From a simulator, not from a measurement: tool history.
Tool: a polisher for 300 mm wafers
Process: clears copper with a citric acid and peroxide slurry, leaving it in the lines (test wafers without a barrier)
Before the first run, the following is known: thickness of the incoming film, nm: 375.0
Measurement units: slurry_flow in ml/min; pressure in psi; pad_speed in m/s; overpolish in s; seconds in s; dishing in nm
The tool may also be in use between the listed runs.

{"run": 1, "hour": 0.0, "slurry_flow": 215, "pressure": 2.6, "pad_speed": 1.26, "slurry_solids": 1, "overpolish": 30, "seconds": 118.84, "dishing": 30.098}
{"run": 2, "hour": 3.0, "slurry_flow": 215, "pressure": 2.3, "pad_speed": 1.26, "slurry_solids": 1, "overpolish": 34, "seconds": 135.15, "dishing": 30.078}
{"run": 3, "hour": 9.6, "slurry_flow": 215, "pressure": 2, "pad_speed": 1.26, "slurry_solids": 1, "overpolish": 34, "seconds": 154.08, "dishing": 28.576}
{"run": 4, "hour": 17.0, "slurry_flow": 215, "pressure": 2, "pad_speed": 1.26, "slurry_solids": 0.9, "overpolish": 34, "seconds": 155.36, "dishing": 27.066}
{"run": 5, "hour": 24.8, "slurry_flow": 215, "pressure": 2.4, "pad_speed": 1.26, "slurry_solids": 0.9, "overpolish": 34, "seconds": 133.69, "dishing": 30.4}
{"run": 6, "hour": 30.6, "slurry_flow": 215, "pressure": 2.2, "pad_speed": 1.26, "slurry_solids": 0.9, "overpolish": 37, "seconds": 141.73, "dishing": 29.624}
{"run": 7, "hour": 35.3, "slurry_flow": 215, "pressure": 2, "pad_speed": 1.26, "slurry_solids": 0.95, "overpolish": 40, "seconds": 152.88, "dishing": 29.426}
{"run": 8, "hour": 44.2, "slurry_flow": 215, "pressure": 1.9, "pad_speed": 1.26, "slurry_solids": 0.95, "overpolish": 44, "seconds": 163.06, "dishing": 30.443}
{"run": 9, "hour": 46.1, "slurry_flow": 215, "pressure": 1.9, "pad_speed": 1.26, "slurry_solids": 0.95, "overpolish": 46, "seconds": 159.74, "dishing": 29.834}
{"run": 10, "hour": 48.9, "slurry_flow": 215, "pressure": 1.8, "pad_speed": 1.26, "slurry_solids": 1, "overpolish": 49, "seconds": 170.79, "dishing": 29.956}
{"run": 11, "hour": 56.1, "slurry_flow": 215, "pressure": 1.8, "pad_speed": 1.26, "slurry_solids": 1, "overpolish": 51, "seconds": 168.96, "dishing": 31.531}

Run 12 comes next. What will it give?
{"run": 12, "hour": 61.3, "slurry_flow": 205, "pressure": 1.6, "pad_speed": 1.26, "slurry_solids": 1, "overpolish": 53, "seconds": "?", "dishing": "?"}

seconds: 193.21 s
dishing: 29.805 nm

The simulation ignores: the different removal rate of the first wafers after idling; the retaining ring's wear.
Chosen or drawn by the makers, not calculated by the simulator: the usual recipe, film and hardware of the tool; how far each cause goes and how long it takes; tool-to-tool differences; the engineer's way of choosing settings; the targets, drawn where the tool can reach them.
